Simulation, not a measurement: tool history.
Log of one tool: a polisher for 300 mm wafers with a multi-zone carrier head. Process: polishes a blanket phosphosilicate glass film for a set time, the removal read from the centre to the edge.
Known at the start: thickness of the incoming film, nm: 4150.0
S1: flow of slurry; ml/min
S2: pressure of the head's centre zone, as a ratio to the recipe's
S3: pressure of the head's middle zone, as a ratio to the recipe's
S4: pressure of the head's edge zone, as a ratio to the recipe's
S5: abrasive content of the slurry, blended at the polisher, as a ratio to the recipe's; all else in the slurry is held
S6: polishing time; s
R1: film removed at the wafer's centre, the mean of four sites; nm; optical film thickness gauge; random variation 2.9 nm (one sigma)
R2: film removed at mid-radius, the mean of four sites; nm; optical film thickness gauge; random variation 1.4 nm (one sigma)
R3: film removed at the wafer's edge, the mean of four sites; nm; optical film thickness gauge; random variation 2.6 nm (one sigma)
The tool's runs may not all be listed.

run,day,S1,S2,S3,S4,S5,S6,R1,R2,R3
1,0,215,1,1,1,1,57,283.35,283.16,285.29
2,0.296,215,0.93,1,1,1,57,255.71,283.72,276.62
3,0.488,235,0.93,1,1,1,57,264.75,286.51,280.96
4,0.762,235,0.93,1,1,1,50,226.34,250.23,247.52
5,0.85,235,0.93,0.94,1,1,50,228.59,235.15,252.94
6,0.917,235,0.93,0.94,1,1.1,50,238.69,244.81,262.01

Run 7 comes next. What will it give?
7,1.171,220,1.01,0.93,0.9,0.85,48,?,?,?

{"run 7": {"R1": 220.75, "R2": 210.94, "R3": 217.42}}
